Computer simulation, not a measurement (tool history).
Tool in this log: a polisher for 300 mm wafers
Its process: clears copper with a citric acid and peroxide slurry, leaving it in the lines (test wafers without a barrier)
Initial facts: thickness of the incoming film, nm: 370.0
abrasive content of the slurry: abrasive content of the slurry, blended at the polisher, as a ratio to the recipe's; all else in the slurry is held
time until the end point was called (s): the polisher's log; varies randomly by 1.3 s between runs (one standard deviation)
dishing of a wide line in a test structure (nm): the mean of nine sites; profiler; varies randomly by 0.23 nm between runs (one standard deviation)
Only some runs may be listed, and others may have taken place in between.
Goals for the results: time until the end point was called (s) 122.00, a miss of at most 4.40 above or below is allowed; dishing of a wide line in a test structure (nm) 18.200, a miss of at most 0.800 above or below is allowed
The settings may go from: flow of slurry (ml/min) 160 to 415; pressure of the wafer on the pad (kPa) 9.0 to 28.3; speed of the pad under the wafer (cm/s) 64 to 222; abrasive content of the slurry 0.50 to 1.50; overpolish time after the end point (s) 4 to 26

run	hour	flow of slurry (ml/min)	pressure of the wafer on the pad (kPa)	speed of the pad under the wafer (cm/s)	abrasive content of the slurry	overpolish time after the end point (s)	time until the end point was called (s)	dishing of a wide line in a test structure (nm)
1	0.0	265	18.6	142	1.00	13	108.72	30.881
2	2.8	265	18.6	142	0.80	13	115.17	30.052
3	11.6	275	17.9	142	0.85	11	115.51	25.060
4	12.7	275	17.9	142	0.85	5	116.71	12.172
# hour 20.1: worn pad replaced by a new one
5	20.1	265	17.9	142	0.80	6	111.51	14.863
6	24.2	265	17.9	124	0.80	6	122.20	13.451
7	28.9	265	17.9	124	0.80	6	122.97	13.561
8	38.0	265	17.9	124	0.80	7	124.64	15.679
9	43.4	265	18.6	124	0.80	9	119.60	20.525
10	46.1	265	18.6	126	0.80	9	116.94	21.113
11	51.3	265	17.9	126	0.80	7	122.38	15.834
12	52.7	265	17.9	124	0.80	7	123.77	15.474

Below are 4 possible settings for the next run. Only one of them brings all results inside the allowed miss of their targets. Which is it?
A	54.1	245	18.6	124	0.75	8	?	?
B	54.1	270	18.6	98	0.90	10	?	?
C	54.1	260	17.2	116	0.85	10	?	?
D	54.1	310	22.1	98	0.70	7	?	?

move	time until the end point was called (s)	dishing of a wide line in a test structure (nm)
A	121.38	18.250
B	134.34	20.405
C	131.71	20.713
D	119.87	16.392
A: every result lands within tolerance
B: pushes the last run's worst result past its target
C: pushes the last run's worst result past its target
D: an improvement on the last run, though not all results are within tolerance
So the answer is move A, the one that meets all the targets.
